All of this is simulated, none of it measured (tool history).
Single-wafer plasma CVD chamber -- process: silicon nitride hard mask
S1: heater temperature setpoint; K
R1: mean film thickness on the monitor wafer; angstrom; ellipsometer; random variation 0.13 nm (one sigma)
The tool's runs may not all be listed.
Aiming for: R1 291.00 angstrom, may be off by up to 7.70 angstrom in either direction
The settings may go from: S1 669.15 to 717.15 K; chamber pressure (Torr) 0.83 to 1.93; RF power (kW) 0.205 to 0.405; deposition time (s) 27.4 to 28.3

{"run": 1, "hour": 0.0, "S1": 693.15, "chamber pressure (Torr)": 1.38, "RF power (kW)": 0.305, "deposition time (s)": 27.4, "R1": 332.65}
{"run": 2, "hour": 8.4, "S1": 693.15, "chamber pressure (Torr)": 1.38, "RF power (kW)": 0.335, "deposition time (s)": 27.4, "R1": 357.51}
{"run": 3, "hour": 13.9, "S1": 693.15, "chamber pressure (Torr)": 1.32, "RF power (kW)": 0.325, "deposition time (s)": 27.4, "R1": 342.32}
{"run": 4, "hour": 18.9, "S1": 693.15, "chamber pressure (Torr)": 1.26, "RF power (kW)": 0.32, "deposition time (s)": 27.4, "R1": 335.15}
{"run": 5, "hour": 22.8, "S1": 698.15, "chamber pressure (Torr)": 1.26, "RF power (kW)": 0.32, "deposition time (s)": 27.4, "R1": 336.14}
{"run": 6, "hour": 30.5, "S1": 691.15, "chamber pressure (Torr)": 1.26, "RF power (kW)": 0.32, "deposition time (s)": 27.4, "R1": 338.67}
{"run": 7, "hour": 33.9, "S1": 691.15, "chamber pressure (Torr)": 1.21, "RF power (kW)": 0.315, "deposition time (s)": 27.4, "R1": 329.3}
{"run": 8, "hour": 38.1, "S1": 691.15, "chamber pressure (Torr)": 1.17, "RF power (kW)": 0.31, "deposition time (s)": 27.4, "R1": 320.3}
{"run": 9, "hour": 40.1, "S1": 691.15, "chamber pressure (Torr)": 1.13, "RF power (kW)": 0.305, "deposition time (s)": 27.4, "R1": 312.46}
{"run": 10, "hour": 47.1, "S1": 691.15, "chamber pressure (Torr)": 1.1, "RF power (kW)": 0.305, "deposition time (s)": 27.4, "R1": 312.35}
{"run": 11, "hour": 55.9, "S1": 691.15, "chamber pressure (Torr)": 1.07, "RF power (kW)": 0.305, "deposition time (s)": 27.4, "R1": 306.76}
{"run": 12, "hour": 58.1, "S1": 691.15, "chamber pressure (Torr)": 1.05, "RF power (kW)": 0.305, "deposition time (s)": 27.4, "R1": 309.08}
{"run": 13, "hour": 65.9, "S1": 691.15, "chamber pressure (Torr)": 1.03, "RF power (kW)": 0.305, "deposition time (s)": 27.4, "R1": 303.12}
{"run": 14, "hour": 72.7, "S1": 691.15, "chamber pressure (Torr)": 1.01, "RF power (kW)": 0.305, "deposition time (s)": 27.4, "R1": 305.14}
{"run": 15, "hour": 76.7, "S1": 691.15, "chamber pressure (Torr)": 0.99, "RF power (kW)": 0.305, "deposition time (s)": 27.4, "R1": 301.4}

Which single option among these 5 for the next run brings every result within its allowed miss of target? Just one does.
{"run": "A", "hour": 80.7, "S1": 689.15, "chamber pressure (Torr)": 0.92, "RF power (kW)": 0.315, "deposition time (s)": 28.3, "R1": "?"}
{"run": "B", "hour": 80.7, "S1": 692.15, "chamber pressure (Torr)": 1.02, "RF power (kW)": 0.315, "deposition time (s)": 27.4, "R1": "?"}
{"run": "C", "hour": 80.7, "S1": 687.15, "chamber pressure (Torr)": 1.02, "RF power (kW)": 0.3, "deposition time (s)": 28.3, "R1": "?"}
{"run": "D", "hour": 80.7, "S1": 694.15, "chamber pressure (Torr)": 0.98, "RF power (kW)": 0.315, "deposition time (s)": 27.4, "R1": "?"}
{"run": "E", "hour": 80.7, "S1": 694.15, "chamber pressure (Torr)": 1.0, "RF power (kW)": 0.295, "deposition time (s)": 27.4, "R1": "?"}

move=A R1=314.21
move=B R1=312.17
move=C R1=308.90
move=D R1=308.64
move=E R1=291.93
A: the biggest miss grows against the last run
B: the biggest miss grows against the last run
C: the biggest miss grows against the last run
D: the biggest miss grows against the last run
E: all results land within tolerance of their targets
The right move is E.
